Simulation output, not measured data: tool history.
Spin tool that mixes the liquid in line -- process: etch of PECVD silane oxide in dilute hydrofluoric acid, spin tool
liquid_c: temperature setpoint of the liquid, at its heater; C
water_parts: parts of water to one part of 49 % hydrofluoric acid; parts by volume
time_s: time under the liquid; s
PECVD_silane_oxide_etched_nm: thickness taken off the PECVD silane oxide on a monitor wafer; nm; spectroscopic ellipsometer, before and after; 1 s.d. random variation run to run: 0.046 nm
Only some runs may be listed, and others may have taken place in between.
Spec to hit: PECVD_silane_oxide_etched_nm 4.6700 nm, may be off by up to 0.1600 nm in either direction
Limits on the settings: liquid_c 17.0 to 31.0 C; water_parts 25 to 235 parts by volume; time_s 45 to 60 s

{"run": 1, "hour": 0.0, "liquid_c": 23.0, "water_parts": 130, "time_s": 60, "PECVD_silane_oxide_etched_nm": 7.6541}
{"run": 2, "hour": 5.2, "liquid_c": 22.0, "water_parts": 135, "time_s": 60, "PECVD_silane_oxide_etched_nm": 7.1391}
{"run": 3, "hour": 9.8, "liquid_c": 22.0, "water_parts": 135, "time_s": 60, "PECVD_silane_oxide_etched_nm": 7.1364}
{"run": 4, "hour": 14.3, "liquid_c": 21.5, "water_parts": 140, "time_s": 60, "PECVD_silane_oxide_etched_nm": 6.5697}
{"run": 5, "hour": 22.5, "liquid_c": 21.0, "water_parts": 145, "time_s": 60, "PECVD_silane_oxide_etched_nm": 6.2598}
{"run": 6, "hour": 29.7, "liquid_c": 20.5, "water_parts": 150, "time_s": 60, "PECVD_silane_oxide_etched_nm": 5.8699}
{"run": 7, "hour": 35.8, "liquid_c": 20.0, "water_parts": 150, "time_s": 60, "PECVD_silane_oxide_etched_nm": 5.7785}
{"run": 8, "hour": 40.9, "liquid_c": 19.5, "water_parts": 150, "time_s": 60, "PECVD_silane_oxide_etched_nm": 5.7755}
{"run": 9, "hour": 46.0, "liquid_c": 19.0, "water_parts": 155, "time_s": 60, "PECVD_silane_oxide_etched_nm": 5.4156}
{"run": 10, "hour": 53.8, "liquid_c": 18.5, "water_parts": 155, "time_s": 60, "PECVD_silane_oxide_etched_nm": 5.193}
{"run": 11, "hour": 57.2, "liquid_c": 17.5, "water_parts": 160, "time_s": 60, "PECVD_silane_oxide_etched_nm": 4.9016}
{"run": 12, "hour": 64.0, "liquid_c": 17.5, "water_parts": 160, "time_s": 60, "PECVD_silane_oxide_etched_nm": 4.8973}

Which single option among these 5 for the next run brings every result within its allowed miss of target? Just one does.
{"run": "A", "hour": 70.8, "liquid_c": 18.5, "water_parts": 170, "time_s": 60, "PECVD_silane_oxide_etched_nm": "?"}
{"run": "B", "hour": 70.8, "liquid_c": 18.5, "water_parts": 160, "time_s": 60, "PECVD_silane_oxide_etched_nm": "?"}
{"run": "C", "hour": 70.8, "liquid_c": 17.0, "water_parts": 140, "time_s": 60, "PECVD_silane_oxide_etched_nm": "?"}
{"run": "D", "hour": 70.8, "liquid_c": 19.0, "water_parts": 165, "time_s": 60, "PECVD_silane_oxide_etched_nm": "?"}
{"run": "E", "hour": 70.8, "liquid_c": 17.0, "water_parts": 115, "time_s": 45, "PECVD_silane_oxide_etched_nm": "?"}

move=A PECVD_silane_oxide_etched_nm=4.7933
move=B PECVD_silane_oxide_etched_nm=5.1434
move=C PECVD_silane_oxide_etched_nm=5.6404
move=D PECVD_silane_oxide_etched_nm=5.0630
move=E PECVD_silane_oxide_etched_nm=5.2801
A: every result within its allowed miss
B: further off than the last run
C: further off than the last run
D: further off than the last run
E: further off than the last run
Move A is the one to make.

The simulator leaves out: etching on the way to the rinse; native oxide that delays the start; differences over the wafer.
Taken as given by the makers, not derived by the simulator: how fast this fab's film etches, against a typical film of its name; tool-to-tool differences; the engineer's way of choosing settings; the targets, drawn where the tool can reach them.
